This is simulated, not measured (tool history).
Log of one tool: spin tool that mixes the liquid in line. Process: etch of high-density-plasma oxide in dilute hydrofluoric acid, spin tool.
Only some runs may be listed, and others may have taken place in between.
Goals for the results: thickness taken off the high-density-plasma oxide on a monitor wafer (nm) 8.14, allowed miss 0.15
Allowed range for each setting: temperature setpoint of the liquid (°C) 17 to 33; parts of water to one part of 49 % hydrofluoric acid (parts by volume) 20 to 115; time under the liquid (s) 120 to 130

run,day,temperature setpoint of the liquid (°C),parts of water to one part of 49 % hydrofluoric acid (parts by volume),time under the liquid (s),thickness taken off the high-density-plasma oxide on a monitor wafer (nm)
1,0,25,65,120,10.915
2,0.3,22.5,65,120,9.8924
3,0.483,22.5,50,120,13.051
4,0.733,22.5,50,130,14.118
5,0.896,24.5,50,130,15.404
6,1.229,22,60,130,11.462
7,1.396,20.5,60,130,10.689
# day 1.471: thermometer replaced
8,1.471,19.5,60,130,10.965
9,1.679,18.5,65,130,9.6092
10,1.775,18,65,130,9.3996
11,1.933,17.5,65,130,9.2363
12,2.038,17,70,130,8.4094

Which one of the following 4 next-run settings gets every result inside its allowed miss? There is exactly one.
A,2.142,18,75,130,?
B,2.142,18,70,130,?
C,2.142,18.5,70,125,?
D,2.142,17.5,65,125,?

move,thickness taken off the high-density-plasma oxide on a monitor wafer (nm)
A,8.1397
B,8.7697
C,8.6135
D,8.9385
A: every result lands within tolerance
B: lands further from the targets than the last run did
C: lands further from the targets than the last run did
D: lands further from the targets than the last run did
Go with A: it meets all targets.

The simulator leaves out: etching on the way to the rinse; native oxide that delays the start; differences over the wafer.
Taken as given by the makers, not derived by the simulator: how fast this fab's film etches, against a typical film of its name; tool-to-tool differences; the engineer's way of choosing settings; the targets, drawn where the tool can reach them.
